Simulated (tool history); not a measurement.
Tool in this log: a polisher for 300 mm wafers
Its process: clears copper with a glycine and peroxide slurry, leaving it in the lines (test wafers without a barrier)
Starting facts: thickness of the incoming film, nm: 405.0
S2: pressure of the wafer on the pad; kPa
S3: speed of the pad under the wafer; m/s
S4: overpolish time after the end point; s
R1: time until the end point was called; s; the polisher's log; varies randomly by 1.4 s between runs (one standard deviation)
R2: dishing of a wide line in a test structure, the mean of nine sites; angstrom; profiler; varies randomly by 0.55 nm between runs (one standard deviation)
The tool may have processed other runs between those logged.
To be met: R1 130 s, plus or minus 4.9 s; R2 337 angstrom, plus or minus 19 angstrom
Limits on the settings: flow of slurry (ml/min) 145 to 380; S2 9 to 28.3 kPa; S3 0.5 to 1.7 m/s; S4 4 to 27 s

Run 1, hour 0: flow of slurry (ml/min) 245, S2 18.6 kPa, S3 1.1 m/s, S4 14 s. Result: R1 75.688 s, R2 413.06 angstrom.
Run 2, hour 0.6: flow of slurry (ml/min) 245, S2 18.6 kPa, S3 0.9 m/s, S4 14 s. Result: R1 87.458 s, R2 375.97 angstrom.
Run 3, hour 1.3: flow of slurry (ml/min) 245, S2 18.6 kPa, S3 0.8 m/s, S4 14 s. Result: R1 96.824 s, R2 349.74 angstrom.
Run 4, hour 7.2: flow of slurry (ml/min) 200, S2 18.6 kPa, S3 0.8 m/s, S4 14 s. Result: R1 100.18 s, R2 347.06 angstrom.
Run 5, hour 13.4: flow of slurry (ml/min) 195, S2 17.2 kPa, S3 0.8 m/s, S4 15 s. Result: R1 105.8 s, R2 363.4 angstrom.
Run 6, hour 22: flow of slurry (ml/min) 225, S2 17.2 kPa, S3 0.8 m/s, S4 15 s. Result: R1 101.97 s, R2 359.59 angstrom.
Run 7, hour 29.7: flow of slurry (ml/min) 215, S2 15.9 kPa, S3 0.8 m/s, S4 15 s. Result: R1 111.65 s, R2 328.96 angstrom.
Run 8, hour 38.4: flow of slurry (ml/min) 205, S2 15.2 kPa, S3 0.8 m/s, S4 16 s. Result: R1 112.68 s, R2 335.56 angstrom.
Run 9, hour 45.2: flow of slurry (ml/min) 200, S2 14.5 kPa, S3 0.78 m/s, S4 17 s. Result: R1 121.33 s, R2 339.13 angstrom.
Run 10, hour 52.2: flow of slurry (ml/min) 195, S2 14.5 kPa, S3 0.78 m/s, S4 17 s. Result: R1 123.53 s, R2 339.1 angstrom.
Run 11, hour 55.4: flow of slurry (ml/min) 190, S2 14.5 kPa, S3 0.78 m/s, S4 17 s. Result: R1 120.46 s, R2 343.81 angstrom.

4 candidate next runs follow, results not yet known. Just one meets every target within its allowed miss. Identify it.
Run A, hour 58.6: flow of slurry (ml/min) 160, S2 17.2 kPa, S3 0.62 m/s, S4 17 s. Result: R1 ?, R2 ?.
Run B, hour 58.6: flow of slurry (ml/min) 180, S2 14.5 kPa, S3 0.9 m/s, S4 14 s. Result: R1 ?, R2 ?.
Run C, hour 58.6: flow of slurry (ml/min) 145, S2 11 kPa, S3 0.88 m/s, S4 20 s. Result: R1 ?, R2 ?.
Run D, hour 58.6: flow of slurry (ml/min) 190, S2 14.5 kPa, S3 0.92 m/s, S4 14 s. Result: R1 ?, R2 ?.

move      R1      R2
   A  131.13   342.3
   B   111.9  326.48
   C   141.8  353.71
   D  109.49  331.48
A: meets every target
B: further off than the last run
C: carries the result that was furthest off beyond its target, to the other side
D: further off than the last run
Correct choice: A, which meets every target

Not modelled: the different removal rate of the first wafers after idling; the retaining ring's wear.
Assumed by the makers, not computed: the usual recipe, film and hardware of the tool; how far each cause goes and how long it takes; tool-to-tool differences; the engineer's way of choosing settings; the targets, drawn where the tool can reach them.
